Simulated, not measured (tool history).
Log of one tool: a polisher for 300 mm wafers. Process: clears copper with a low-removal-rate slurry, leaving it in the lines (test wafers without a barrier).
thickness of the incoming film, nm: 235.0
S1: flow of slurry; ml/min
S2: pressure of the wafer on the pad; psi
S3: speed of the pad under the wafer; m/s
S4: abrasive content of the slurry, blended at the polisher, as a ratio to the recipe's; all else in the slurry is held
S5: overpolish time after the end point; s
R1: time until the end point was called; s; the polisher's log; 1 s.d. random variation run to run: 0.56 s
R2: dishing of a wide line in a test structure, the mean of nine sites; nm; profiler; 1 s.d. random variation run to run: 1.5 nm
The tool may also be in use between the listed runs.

run  hour   S1   S2    S3   S4  S5       R1      R2
  1   0.0  200  2.2  1.10  1.0  22   88.839  38.460
  2   6.8  200  2.2  0.92  1.0  22  105.730  32.676
  3  12.5  180  2.2  0.92  1.0  22  106.780  32.015
  4  15.5  180  2.2  1.10  1.0  22   91.661  36.902
  5  18.9  180  2.0  1.10  1.0  22  100.520  34.121
  6  24.6  180  2.0  1.10  1.0  26   99.187  37.449

Run 7, settings as shown, results not yet in. Your forecast:
  7  30.6  195  2.4  1.10  1.0  26   ?   ?

Logged for run 7: R1 82.280 s, R2 44.827 nm.

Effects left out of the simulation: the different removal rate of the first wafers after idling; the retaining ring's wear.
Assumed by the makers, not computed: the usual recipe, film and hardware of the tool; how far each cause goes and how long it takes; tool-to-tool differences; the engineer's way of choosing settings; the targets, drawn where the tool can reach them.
